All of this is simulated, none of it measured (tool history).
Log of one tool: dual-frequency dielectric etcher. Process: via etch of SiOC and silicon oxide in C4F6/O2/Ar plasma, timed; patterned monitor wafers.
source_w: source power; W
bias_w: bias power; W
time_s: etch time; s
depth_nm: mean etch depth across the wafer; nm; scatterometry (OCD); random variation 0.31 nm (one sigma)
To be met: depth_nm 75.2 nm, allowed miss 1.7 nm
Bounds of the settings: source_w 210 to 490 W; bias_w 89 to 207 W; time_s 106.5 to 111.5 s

run  hour  source_w  bias_w  time_s  depth_nm
  1     0       350     148   106.5    108.03
  2   0.8       310     133   106.5    97.196
  3   2.8       280     123   106.5     90.15
  4   5.7       280     123   111.5    94.326
  5  11.4       280     123   111.5    94.087
  6  14.4       280     123   111.5    94.703
  7  22.2       260     115   110.5    88.462
  8  23.6       210      89     107    67.488

4 next moves are on the table. One of them brings every result within its allowed miss. Which?
  A    25       240     104   111.5         ?
  B    25       230      95   106.5         ?
  C    25       220      96   106.5         ?
  D    25       250      92   109.5         ?

move  depth_nm
   A    80.843
   B    71.992
   C    71.296
   D    74.817
A: takes the result that was furthest off past its target
B: nearer than the last run, and not there yet
C: nearer than the last run, and not there yet
D: meets every target
Answer: D
